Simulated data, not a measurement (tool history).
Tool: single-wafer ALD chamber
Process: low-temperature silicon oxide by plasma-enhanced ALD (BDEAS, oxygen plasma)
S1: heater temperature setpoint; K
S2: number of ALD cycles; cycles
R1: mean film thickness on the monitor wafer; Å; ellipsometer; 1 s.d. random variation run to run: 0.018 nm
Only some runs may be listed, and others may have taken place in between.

run    day      S1  S2      R1
  1  0.000  383.15  36  59.625
  2  0.354  383.15  38  63.332
  3  0.696  372.15  38  65.257
  4  0.896  379.15  35  58.243
  5  1.104  384.15  33  54.749
  6  1.433  380.15  33  54.834

Forecast run 7:
     1.625  -- thermocouple changed; heater temperature recalibrated
  7  1.625  383.15  31   ?

For run 7 the tool returned R1 50.188 Å.

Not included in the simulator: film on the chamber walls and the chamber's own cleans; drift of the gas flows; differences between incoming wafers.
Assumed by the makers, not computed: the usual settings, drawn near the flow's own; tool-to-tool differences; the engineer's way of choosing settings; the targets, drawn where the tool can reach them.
